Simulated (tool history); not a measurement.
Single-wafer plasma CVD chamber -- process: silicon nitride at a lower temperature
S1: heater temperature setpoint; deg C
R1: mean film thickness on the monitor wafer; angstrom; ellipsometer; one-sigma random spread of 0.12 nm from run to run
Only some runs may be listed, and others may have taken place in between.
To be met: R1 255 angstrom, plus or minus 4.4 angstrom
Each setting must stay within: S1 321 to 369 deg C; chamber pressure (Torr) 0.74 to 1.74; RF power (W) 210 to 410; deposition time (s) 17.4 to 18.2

Run 1, day 0: S1 345 deg C, chamber pressure (Torr) 1.24, RF power (W) 310, deposition time (s) 18.2. Result: R1 212.01 angstrom.
Run 2, day 0.288: S1 345 deg C, chamber pressure (Torr) 1.39, RF power (W) 310, deposition time (s) 18.2. Result: R1 224.21 angstrom.
Run 3, day 0.642: S1 345 deg C, chamber pressure (Torr) 1.39, RF power (W) 310, deposition time (s) 17.4. Result: R1 213.13 angstrom.
Run 4, day 0.792: S1 345 deg C, chamber pressure (Torr) 1.42, RF power (W) 315, deposition time (s) 17.4. Result: R1 216.14 angstrom.
Run 5, day 0.892: S1 345 deg C, chamber pressure (Torr) 1.42, RF power (W) 315, deposition time (s) 18.2. Result: R1 226.48 angstrom.
Run 6, day 1.196: S1 345 deg C, chamber pressure (Torr) 1.45, RF power (W) 315, deposition time (s) 18.2. Result: R1 226.43 angstrom.
Run 7, day 1.542: S1 345 deg C, chamber pressure (Torr) 1.48, RF power (W) 320, deposition time (s) 18.2. Result: R1 234.51 angstrom.
Run 8, day 1.717: S1 345 deg C, chamber pressure (Torr) 1.73, RF power (W) 325, deposition time (s) 18.2. Result: R1 246.86 angstrom.

Which single option among these 5 for the next run brings every result within its allowed miss of target? Just one does.
Run A, day 1.892: S1 348 deg C, chamber pressure (Torr) 1.6, RF power (W) 330, deposition time (s) 17.7. Result: R1 ?.
Run B, day 1.892: S1 342 deg C, chamber pressure (Torr) 1.45, RF power (W) 335, deposition time (s) 17.9. Result: R1 ?.
Run C, day 1.892: S1 344 deg C, chamber pressure (Torr) 1.67, RF power (W) 345, deposition time (s) 18.2. Result: R1 ?.
Run D, day 1.892: S1 344 deg C, chamber pressure (Torr) 1.73, RF power (W) 300, deposition time (s) 17.6. Result: R1 ?.
Run E, day 1.892: S1 337 deg C, chamber pressure (Torr) 1.72, RF power (W) 320, deposition time (s) 17.5. Result: R1 ?.

move      R1
   A  236.22
   B  233.01
   C  253.64
   D  227.98
   E  236.05
A: its largest miss is bigger than the last run's
B: its largest miss is bigger than the last run's
C: in spec on every target
D: its largest miss is bigger than the last run's
E: its largest miss is bigger than the last run's
C meets every target.

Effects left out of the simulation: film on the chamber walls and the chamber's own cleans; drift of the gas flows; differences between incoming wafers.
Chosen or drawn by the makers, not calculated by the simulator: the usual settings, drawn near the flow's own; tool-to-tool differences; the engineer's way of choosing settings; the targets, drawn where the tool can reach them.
